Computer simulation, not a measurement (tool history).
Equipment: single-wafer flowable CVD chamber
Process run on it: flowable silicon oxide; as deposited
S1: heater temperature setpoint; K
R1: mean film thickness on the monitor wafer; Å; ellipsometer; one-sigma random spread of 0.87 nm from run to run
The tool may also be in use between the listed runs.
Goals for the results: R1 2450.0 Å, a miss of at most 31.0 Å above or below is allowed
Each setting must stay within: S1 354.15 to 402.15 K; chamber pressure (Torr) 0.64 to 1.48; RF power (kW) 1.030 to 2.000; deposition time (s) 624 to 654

Run 1, hour 0.0: S1 378.15 K, chamber pressure (Torr) 1.06, RF power (kW) 1.515, deposition time (s) 654. Result: R1 4323.2 Å.
Run 2, hour 4.1: S1 378.15 K, chamber pressure (Torr) 1.24, RF power (kW) 1.515, deposition time (s) 654. Result: R1 5020.3 Å.
Run 3, hour 5.8: S1 378.15 K, chamber pressure (Torr) 1.24, RF power (kW) 1.515, deposition time (s) 624. Result: R1 4792.4 Å.
Run 4, hour 6.9: S1 378.15 K, chamber pressure (Torr) 1.15, RF power (kW) 1.515, deposition time (s) 624. Result: R1 4429.7 Å.
Run 5, hour 9.7: S1 378.15 K, chamber pressure (Torr) 1.15, RF power (kW) 1.665, deposition time (s) 624. Result: R1 4604.9 Å.
Run 6, hour 17.2: S1 378.15 K, chamber pressure (Torr) 1.15, RF power (kW) 1.795, deposition time (s) 624. Result: R1 4686.5 Å.
Run 7, hour 23.7: S1 384.15 K, chamber pressure (Torr) 1.15, RF power (kW) 1.795, deposition time (s) 624. Result: R1 3779.8 Å.
Run 8, hour 24.5: S1 388.15 K, chamber pressure (Torr) 1.15, RF power (kW) 1.795, deposition time (s) 624. Result: R1 3285.1 Å.

Next run, 4 choices. One meets every target within its allowed miss, the rest don't. Which?
Run A, hour 25.3: S1 380.15 K, chamber pressure (Torr) 1.24, RF power (kW) 1.625, deposition time (s) 634. Result: R1 ?.
Run B, hour 25.3: S1 395.15 K, chamber pressure (Torr) 1.06, RF power (kW) 1.570, deposition time (s) 624. Result: R1 ?.
Run C, hour 25.3: S1 392.15 K, chamber pressure (Torr) 1.06, RF power (kW) 1.765, deposition time (s) 631. Result: R1 ?.
Run D, hour 25.3: S1 400.15 K, chamber pressure (Torr) 1.23, RF power (kW) 1.960, deposition time (s) 624. Result: R1 ?.

move      R1
   A  4615.7
   B  2306.5
   C  2657.3
   D  2445.6
A: the biggest miss grows against the last run
B: takes the biggest miss from the last run beyond its target
C: nearer than the last run, and not there yet
D: each result inside its tolerance
Answer: D

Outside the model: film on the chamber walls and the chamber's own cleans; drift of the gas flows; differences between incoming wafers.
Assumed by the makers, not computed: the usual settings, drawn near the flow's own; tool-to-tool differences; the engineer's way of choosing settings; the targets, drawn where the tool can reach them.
